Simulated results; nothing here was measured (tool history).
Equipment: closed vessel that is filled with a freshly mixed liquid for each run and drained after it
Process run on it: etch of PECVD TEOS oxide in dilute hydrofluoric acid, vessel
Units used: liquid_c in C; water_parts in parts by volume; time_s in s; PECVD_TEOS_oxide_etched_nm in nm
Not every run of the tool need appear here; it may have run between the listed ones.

run	hour	liquid_c	water_parts	time_s	PECVD_TEOS_oxide_etched_nm
1	0	24	175	230	32.757
2	3.4	23	175	230	31.669
3	5.8	23	175	230	31.343
4	12.3	22.5	175	230	30.993
5	19.2	26	175	230	35.124
6	19.9	24.5	175	230	33.948
7	24.6	23.5	175	230	32.416
8	29.8	22.5	175	230	31.032
9	32	22	175	230	30.629
10	37.5	22	175	230	30.601
11	44.6	21.5	175	230	29.698
12	46.5	21.5	175	230	29.425
13	50	21	175	230	28.712
14	53.1	20.5	175	230	29.334

Run 15 is up next; what results do you expect?
15	57.9	20	175	230	?

PECVD_TEOS_oxide_etched_nm: 28.227 nm
